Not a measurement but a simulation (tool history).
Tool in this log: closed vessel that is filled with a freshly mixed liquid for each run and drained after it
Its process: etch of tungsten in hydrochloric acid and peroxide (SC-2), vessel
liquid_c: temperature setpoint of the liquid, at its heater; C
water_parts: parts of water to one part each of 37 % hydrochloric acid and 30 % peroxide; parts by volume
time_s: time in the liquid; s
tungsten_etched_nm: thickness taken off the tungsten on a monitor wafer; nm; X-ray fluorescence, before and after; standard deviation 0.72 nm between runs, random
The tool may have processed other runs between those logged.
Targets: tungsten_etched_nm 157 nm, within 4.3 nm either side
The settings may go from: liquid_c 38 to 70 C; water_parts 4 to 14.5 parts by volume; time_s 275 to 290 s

run 1 hour=0 | liquid_c=54 water_parts=8 time_s=275 | tungsten_etched_nm=68.407
run 2 hour=5.7 | liquid_c=54 water_parts=8 time_s=290 | tungsten_etched_nm=72.715
run 3 hour=13.8 | liquid_c=56.5 water_parts=8 time_s=290 | tungsten_etched_nm=85.751
run 4 hour=22.7 | liquid_c=58.5 water_parts=8 time_s=290 | tungsten_etched_nm=96.609
run 5 hour=26.4 | liquid_c=58.5 water_parts=6 time_s=290 | tungsten_etched_nm=120.7
run 6 hour=29.3 | liquid_c=59.5 water_parts=6 time_s=290 | tungsten_etched_nm=128.35
run 7 hour=37 | liquid_c=60 water_parts=6 time_s=290 | tungsten_etched_nm=133.16
-- hour=44.6 thermometer replaced
run 8 hour=44.6 | liquid_c=60.5 water_parts=6 time_s=290 | tungsten_etched_nm=127.93
run 9 hour=46.9 | liquid_c=64.5 water_parts=6 time_s=290 | tungsten_etched_nm=164.39

Exercise: of the 5 proposed moves below, exactly one satisfies all targets within the stated allowed misses. Which move is it?
run A hour=49.2 | liquid_c=67 water_parts=6.5 time_s=275 | tungsten_etched_nm=?
run B hour=49.2 | liquid_c=65 water_parts=6 time_s=290 | tungsten_etched_nm=?
run C hour=49.2 | liquid_c=62.5 water_parts=4.5 time_s=275 | tungsten_etched_nm=?
run D hour=49.2 | liquid_c=68 water_parts=7.5 time_s=285 | tungsten_etched_nm=?
run E hour=49.2 | liquid_c=62.5 water_parts=5 time_s=275 | tungsten_etched_nm=?

move=A tungsten_etched_nm=170.39
move=B tungsten_etched_nm=169.15
move=C tungsten_etched_nm=169.34
move=D tungsten_etched_nm=167.77
move=E tungsten_etched_nm=157.25
A: its largest miss is bigger than the last run's
B: its largest miss is bigger than the last run's
C: its largest miss is bigger than the last run's
D: its largest miss is bigger than the last run's
E: each result inside its tolerance
Move E is the one to make.
